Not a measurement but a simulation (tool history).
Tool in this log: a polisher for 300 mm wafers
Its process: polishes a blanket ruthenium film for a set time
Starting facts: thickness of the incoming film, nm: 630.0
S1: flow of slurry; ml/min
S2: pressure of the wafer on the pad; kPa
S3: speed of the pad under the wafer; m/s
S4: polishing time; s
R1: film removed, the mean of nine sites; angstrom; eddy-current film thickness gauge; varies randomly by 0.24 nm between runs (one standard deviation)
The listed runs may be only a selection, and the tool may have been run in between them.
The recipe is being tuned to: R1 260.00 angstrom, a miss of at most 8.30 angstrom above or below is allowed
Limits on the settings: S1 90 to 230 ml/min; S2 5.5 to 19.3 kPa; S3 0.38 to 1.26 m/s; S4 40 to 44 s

run 1 hour=0.0 | S1=150 S2=12.4 S3=0.82 S4=44 | R1=352.27
run 2 hour=4.1 | S1=145 S2=11.7 S3=0.82 S4=44 | R1=337.46
run 3 hour=12.7 | S1=145 S2=14.5 S3=0.82 S4=44 | R1=404.48
run 4 hour=18.9 | S1=140 S2=13.1 S3=0.82 S4=44 | R1=363.68
run 5 hour=23.6 | S1=105 S2=13.1 S3=0.82 S4=44 | R1=343.04
run 6 hour=30.6 | S1=105 S2=12.4 S3=0.82 S4=44 | R1=332.62
run 7 hour=31.5 | S1=105 S2=11.7 S3=0.82 S4=44 | R1=307.88
run 8 hour=35.7 | S1=105 S2=11.0 S3=0.82 S4=44 | R1=297.60
run 9 hour=39.1 | S1=105 S2=10.3 S3=0.82 S4=44 | R1=277.99

Consider the 5 candidate settings below. Which is the only one whose results all fall within their allowed miss of target?
run A hour=42.5 | S1=115 S2=9.0 S3=0.80 S4=41 | R1=?
run B hour=42.5 | S1=100 S2=11.7 S3=0.80 S4=40 | R1=?
run C hour=42.5 | S1=110 S2=10.3 S3=0.82 S4=44 | R1=?
run D hour=42.5 | S1=105 S2=9.7 S3=0.82 S4=43 | R1=?
run E hour=42.5 | S1=110 S2=11.0 S3=0.88 S4=40 | R1=?

move=A R1=232.90
move=B R1=271.23
move=C R1=282.57
move=D R1=257.95
move=E R1=287.26
A: moves the result that the last run missed by most past its target, out the other side
B: closes in on the targets versus the last run, not all within tolerance yet
C: moves away from the targets compared with the last run
D: each result inside its tolerance
E: moves away from the targets compared with the last run
So the answer is move D, the one that meets all the targets.

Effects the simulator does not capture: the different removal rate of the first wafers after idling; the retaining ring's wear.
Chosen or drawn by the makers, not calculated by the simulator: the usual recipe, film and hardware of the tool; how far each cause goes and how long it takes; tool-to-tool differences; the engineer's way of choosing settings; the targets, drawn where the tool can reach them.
